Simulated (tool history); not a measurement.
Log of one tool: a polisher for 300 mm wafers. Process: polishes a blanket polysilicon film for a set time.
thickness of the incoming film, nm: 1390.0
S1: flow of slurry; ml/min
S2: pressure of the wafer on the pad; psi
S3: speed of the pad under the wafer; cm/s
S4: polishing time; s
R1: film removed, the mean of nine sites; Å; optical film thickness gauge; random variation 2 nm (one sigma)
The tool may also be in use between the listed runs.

run  hour   S1   S2  S3  S4      R1
  1     0  270  1.9  94  49  2317.3
  2   8.2  270  1.8  94  49  2235.4
  3   9.1  270  1.8  94  49  2248.6
  4  10.5  270  1.7  94  49  2112.7
  5  12.2  270  1.7  94  49  2082.9
  6  12.8  270  1.6  94  49  1965.2
  7  16.5  270  1.5  94  49  1912.9

The next listed run, before its measurement:
  8  21.6  270  1.5  94  49   ?

R1: 1874 Å

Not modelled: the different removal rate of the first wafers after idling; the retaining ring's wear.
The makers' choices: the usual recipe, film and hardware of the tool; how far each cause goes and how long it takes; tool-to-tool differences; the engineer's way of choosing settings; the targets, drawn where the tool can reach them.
